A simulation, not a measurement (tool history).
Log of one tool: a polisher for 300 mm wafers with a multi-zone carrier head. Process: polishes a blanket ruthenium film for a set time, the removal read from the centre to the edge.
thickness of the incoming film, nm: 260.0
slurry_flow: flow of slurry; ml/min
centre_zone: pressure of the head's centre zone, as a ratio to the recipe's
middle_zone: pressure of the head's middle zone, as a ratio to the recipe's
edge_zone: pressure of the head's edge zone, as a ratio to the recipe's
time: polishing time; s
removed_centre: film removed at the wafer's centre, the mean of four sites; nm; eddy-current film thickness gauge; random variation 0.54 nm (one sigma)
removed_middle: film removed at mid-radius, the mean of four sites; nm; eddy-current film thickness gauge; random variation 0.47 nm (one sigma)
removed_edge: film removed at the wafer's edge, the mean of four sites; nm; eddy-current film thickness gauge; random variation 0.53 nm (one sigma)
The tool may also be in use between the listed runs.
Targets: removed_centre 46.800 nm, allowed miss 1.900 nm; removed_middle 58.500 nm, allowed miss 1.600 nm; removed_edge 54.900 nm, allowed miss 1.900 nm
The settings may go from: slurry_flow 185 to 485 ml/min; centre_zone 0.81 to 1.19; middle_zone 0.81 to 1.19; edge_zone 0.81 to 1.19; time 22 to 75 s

{"run": 1, "hour": 0.0, "slurry_flow": 310, "centre_zone": 1.0, "middle_zone": 1.0, "edge_zone": 1.0, "time": 48, "removed_centre": 59.376, "removed_middle": 58.468, "removed_edge": 59.511}
{"run": 2, "hour": 6.2, "slurry_flow": 305, "centre_zone": 0.96, "middle_zone": 1.01, "edge_zone": 0.99, "time": 48, "removed_centre": 55.715, "removed_middle": 59.55, "removed_edge": 60.054}
{"run": 3, "hour": 14.9, "slurry_flow": 305, "centre_zone": 0.96, "middle_zone": 1.01, "edge_zone": 0.92, "time": 48, "removed_centre": 55.171, "removed_middle": 59.802, "removed_edge": 57.375}
{"run": 4, "hour": 19.6, "slurry_flow": 300, "centre_zone": 0.94, "middle_zone": 1.01, "edge_zone": 0.91, "time": 48, "removed_centre": 54.018, "removed_middle": 59.361, "removed_edge": 57.075}
{"run": 5, "hour": 23.2, "slurry_flow": 300, "centre_zone": 0.94, "middle_zone": 1.07, "edge_zone": 0.91, "time": 48, "removed_centre": 55.189, "removed_middle": 62.25, "removed_edge": 58.746}
{"run": 6, "hour": 29.2, "slurry_flow": 300, "centre_zone": 0.94, "middle_zone": 1.07, "edge_zone": 0.84, "time": 48, "removed_centre": 55.515, "removed_middle": 62.035, "removed_edge": 55.672}
{"run": 7, "hour": 33.8, "slurry_flow": 295, "centre_zone": 0.92, "middle_zone": 1.06, "edge_zone": 0.84, "time": 48, "removed_centre": 52.734, "removed_middle": 61.229, "removed_edge": 55.544}
{"run": 8, "hour": 37.0, "slurry_flow": 285, "centre_zone": 0.91, "middle_zone": 1.05, "edge_zone": 0.84, "time": 48, "removed_centre": 53.145, "removed_middle": 60.007, "removed_edge": 55.456}

4 next moves are on the table. One of them brings every result within its allowed miss. Which?
{"run": "A", "hour": 40.2, "slurry_flow": 340, "centre_zone": 0.87, "middle_zone": 1.11, "edge_zone": 0.99, "time": 44, "removed_centre": "?", "removed_middle": "?", "removed_edge": "?"}
{"run": "B", "hour": 40.2, "slurry_flow": 255, "centre_zone": 1.0, "middle_zone": 0.99, "edge_zone": 0.81, "time": 49, "removed_centre": "?", "removed_middle": "?", "removed_edge": "?"}
{"run": "C", "hour": 40.2, "slurry_flow": 210, "centre_zone": 1.08, "middle_zone": 1.15, "edge_zone": 0.89, "time": 48, "removed_centre": "?", "removed_middle": "?", "removed_edge": "?"}
{"run": "D", "hour": 40.2, "slurry_flow": 235, "centre_zone": 1.04, "middle_zone": 0.95, "edge_zone": 0.83, "time": 50, "removed_centre": "?", "removed_middle": "?", "removed_edge": "?"}

move=A removed_centre=48.056 removed_middle=58.816 removed_edge=55.196
move=B removed_centre=59.439 removed_middle=57.576 removed_edge=54.839
move=C removed_centre=61.064 removed_middle=62.293 removed_edge=54.752
move=D removed_centre=62.316 removed_middle=56.120 removed_edge=56.125
A: meets every target
B: further off than the last run
C: further off than the last run
D: further off than the last run
Answer: A
